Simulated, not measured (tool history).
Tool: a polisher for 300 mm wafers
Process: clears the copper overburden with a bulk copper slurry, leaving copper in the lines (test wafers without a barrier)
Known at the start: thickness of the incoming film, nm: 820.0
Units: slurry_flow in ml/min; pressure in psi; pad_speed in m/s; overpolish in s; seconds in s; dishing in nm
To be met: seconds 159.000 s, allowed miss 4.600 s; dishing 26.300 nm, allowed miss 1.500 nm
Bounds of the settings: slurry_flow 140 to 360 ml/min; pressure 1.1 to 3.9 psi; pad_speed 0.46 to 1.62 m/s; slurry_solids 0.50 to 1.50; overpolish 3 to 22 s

| run | hour | slurry_flow | pressure | pad_speed | slurry_solids | overpolish | seconds | dishing |
|---|---|---|---|---|---|---|---|---|
| 1 | 0.0 | 230 | 2.5 | 1.04 | 1.00 | 11 | 95.363 | 27.673 |
| 2 | 6.0 | 230 | 2.5 | 0.82 | 1.00 | 11 | 121.210 | 25.363 |
| 3 | 7.0 | 285 | 2.5 | 0.82 | 1.00 | 11 | 116.150 | 25.828 |
| 4 | 15.1 | 285 | 2.5 | 0.82 | 1.00 | 13 | 117.340 | 27.007 |
| 5 | 16.1 | 285 | 2.5 | 0.82 | 1.10 | 13 | 116.030 | 27.772 |
| 6 | 24.4 | 285 | 2.9 | 0.82 | 1.10 | 13 | 99.699 | 28.789 |
| 7 | 30.8 | 280 | 2.8 | 0.82 | 1.10 | 13 | 104.050 | 28.604 |
| 8 | 36.2 | 275 | 2.7 | 0.82 | 1.10 | 13 | 107.150 | 27.669 |
| 9 | 44.7 | 275 | 2.6 | 0.82 | 1.10 | 13 | 110.090 | 27.518 |
| 10 | 50.5 | 275 | 2.5 | 0.82 | 1.10 | 14 | 114.900 | 27.386 |

Which of these 5 next moves meets every target?
| A | 56.3 | 270 | 2.0 | 0.74 | 1.10 | 16 | ? | ? |
| B | 56.3 | 280 | 3.0 | 0.98 | 1.10 | 14 | ? | ? |
| C | 56.3 | 265 | 2.4 | 0.56 | 1.05 | 16 | ? | ? |
| D | 56.3 | 295 | 2.7 | 1.20 | 1.25 | 10 | ? | ? |
| E | 56.3 | 215 | 2.7 | 0.96 | 1.20 | 11 | ? | ? |

| move | seconds | dishing |
|---|---|---|
| A | 158.300 | 26.814 |
| B | 81.252 | 30.837 |
| C | 175.710 | 26.420 |
| D | 70.994 | 29.714 |
| E | 91.876 | 28.789 |
A: meets every target
B: further off than the last run
C: takes the result that was furthest off past its target
D: further off than the last run
E: further off than the last run
Move A is the one to make.

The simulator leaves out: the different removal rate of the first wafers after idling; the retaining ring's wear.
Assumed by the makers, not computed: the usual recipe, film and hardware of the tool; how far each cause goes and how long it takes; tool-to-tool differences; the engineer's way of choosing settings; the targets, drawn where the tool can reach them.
